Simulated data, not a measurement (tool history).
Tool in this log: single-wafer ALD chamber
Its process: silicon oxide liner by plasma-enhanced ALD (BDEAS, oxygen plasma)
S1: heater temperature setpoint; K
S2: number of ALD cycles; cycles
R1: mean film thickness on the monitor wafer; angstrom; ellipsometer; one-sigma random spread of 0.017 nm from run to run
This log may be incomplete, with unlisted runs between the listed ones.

run	day	S1	S2	R1
1	0	583.15	46	39.635
2	0.212	592.15	46	39.256
3	0.308	600.15	46	38.754
4	0.638	600.15	41	34.658
5	1.004	594.15	41	34.595
6	1.196	594.15	35	29.654
7	1.267	594.15	38	32.139
8	1.521	594.15	41	34.759
# day 1.679: thermocouple changed; heater temperature recalibrated
9	1.679	594.15	43	36.85
10	1.912	594.15	45	38.32
11	2.183	594.15	46	39.474
12	2.354	594.15	46	39.25
13	2.442	594.15	47	40.219
14	2.638	594.15	48	40.82
15	2.967	594.15	49	41.832

Run 16 is up next; what results do you expect?
16	3.088	594.15	50	?

{"run 16": {"R1": 42.596}}
